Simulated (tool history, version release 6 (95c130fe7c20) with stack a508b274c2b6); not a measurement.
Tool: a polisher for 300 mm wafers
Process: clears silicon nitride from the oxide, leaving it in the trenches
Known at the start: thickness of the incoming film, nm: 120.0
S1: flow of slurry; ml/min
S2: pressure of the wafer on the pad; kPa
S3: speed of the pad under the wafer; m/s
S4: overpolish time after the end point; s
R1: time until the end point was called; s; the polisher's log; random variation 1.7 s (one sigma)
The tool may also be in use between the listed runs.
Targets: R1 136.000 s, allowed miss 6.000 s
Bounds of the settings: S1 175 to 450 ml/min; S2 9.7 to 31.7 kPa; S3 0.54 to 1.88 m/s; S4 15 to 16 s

| run | hour | S1 | S2 | S3 | S4 | R1 |
|---|---|---|---|---|---|---|
| 1 | 0.0 | 290 | 20.7 | 1.20 | 15 | 103.660 |
| 2 | 8.3 | 290 | 20.0 | 1.20 | 15 | 104.060 |
| 3 | 14.0 | 250 | 20.0 | 1.20 | 15 | 107.810 |
| 4 | 22.7 | 250 | 20.0 | 1.44 | 15 | 89.841 |
| 5 | 30.0 | 250 | 22.8 | 1.44 | 15 | 82.637 |
| 6 | 37.4 | 250 | 20.7 | 1.42 | 15 | 89.017 |
| 7 | 43.2 | 250 | 19.3 | 1.40 | 15 | 95.090 |
| 8 | 47.6 | 250 | 17.9 | 1.40 | 15 | 99.309 |
| 9 | 54.0 | 250 | 16.5 | 1.40 | 15 | 105.200 |
| 10 | 57.6 | 250 | 16.5 | 1.40 | 15 | 102.790 |
| 11 | 60.2 | 250 | 15.9 | 1.38 | 15 | 107.540 |

4 next moves are on the table. One of them brings every result within its allowed miss. Which?
| A | 62.8 | 280 | 17.2 | 1.76 | 15 | ? |
| B | 62.8 | 255 | 20.7 | 1.62 | 16 | ? |
| C | 62.8 | 245 | 12.4 | 1.42 | 15 | ? |
| D | 62.8 | 300 | 13.8 | 1.14 | 16 | ? |

| move | R1 |
|---|---|
| A | 79.437 |
| B | 78.350 |
| C | 117.810 |
| D | 135.480 |
A: further off than the last run
B: further off than the last run
C: nearer than the last run, and not there yet
D: meets every target
The right move is D.
